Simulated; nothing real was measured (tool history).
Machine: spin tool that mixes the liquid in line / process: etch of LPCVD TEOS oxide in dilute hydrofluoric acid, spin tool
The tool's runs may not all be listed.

run,hour,temperature setpoint of the liquid (°C),parts of water to one part of 49 % hydrofluoric acid (parts by volume),time under the liquid (s),thickness taken off the LPCVD TEOS oxide on a monitor wafer (nm)
1,0,25,265,65,5.0306
2,6.6,26.5,245,65,5.9698
3,9.8,28,235,65,6.534
4,14.5,28,235,45,4.6074
5,19.9,26.5,235,45,4.2262
6,26.9,26.5,155,45,7.0147
7,29.4,27.5,145,45,7.9753
8,32.4,28.5,145,45,8.3347
9,35.7,29,145,45,8.4783

Run 10 comes next. What will it give?
10,41.8,31,140,45,?

{"run 10": {"thickness taken off the LPCVD TEOS oxide on a monitor wafer (nm)": 9.5074}}
